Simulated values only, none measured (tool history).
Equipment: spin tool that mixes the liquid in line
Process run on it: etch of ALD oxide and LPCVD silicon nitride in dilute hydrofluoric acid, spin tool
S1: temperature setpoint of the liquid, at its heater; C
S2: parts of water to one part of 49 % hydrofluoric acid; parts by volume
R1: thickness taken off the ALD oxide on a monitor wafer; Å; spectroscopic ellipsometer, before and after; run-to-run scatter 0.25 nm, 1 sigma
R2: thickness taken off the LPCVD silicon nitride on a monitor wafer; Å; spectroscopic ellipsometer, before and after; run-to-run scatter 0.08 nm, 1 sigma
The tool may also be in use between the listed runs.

run 1 hour=0.0 | S1=24.0 S2=125 time_under_the_liquid_(s)=95 | R1=107.70 R2=3.4146
run 2 hour=6.5 | S1=25.0 S2=110 time_under_the_liquid_(s)=95 | R1=129.03 R2=3.8867
run 3 hour=12.0 | S1=26.0 S2=100 time_under_the_liquid_(s)=95 | R1=150.47 R2=4.9649
run 4 hour=14.1 | S1=26.5 S2=90 time_under_the_liquid_(s)=95 | R1=174.44 R2=5.6846
run 5 hour=22.8 | S1=27.0 S2=85 time_under_the_liquid_(s)=95 | R1=186.42 R2=5.9591
run 6 hour=29.4 | S1=27.0 S2=115 time_under_the_liquid_(s)=95 | R1=132.88 R2=4.6781
run 7 hour=34.8 | S1=27.5 S2=105 time_under_the_liquid_(s)=95 | R1=149.44 R2=4.8210
run 8 hour=36.4 | S1=28.0 S2=95 time_under_the_liquid_(s)=95 | R1=171.66 R2=5.8353

Run 9 comes next. What will it give?
run 9 hour=41.0 | S1=28.5 S2=85 time_under_the_liquid_(s)=95 | R1=? R2=?

Run 9 gave R1 199.49 Å, R2 6.2457 Å.

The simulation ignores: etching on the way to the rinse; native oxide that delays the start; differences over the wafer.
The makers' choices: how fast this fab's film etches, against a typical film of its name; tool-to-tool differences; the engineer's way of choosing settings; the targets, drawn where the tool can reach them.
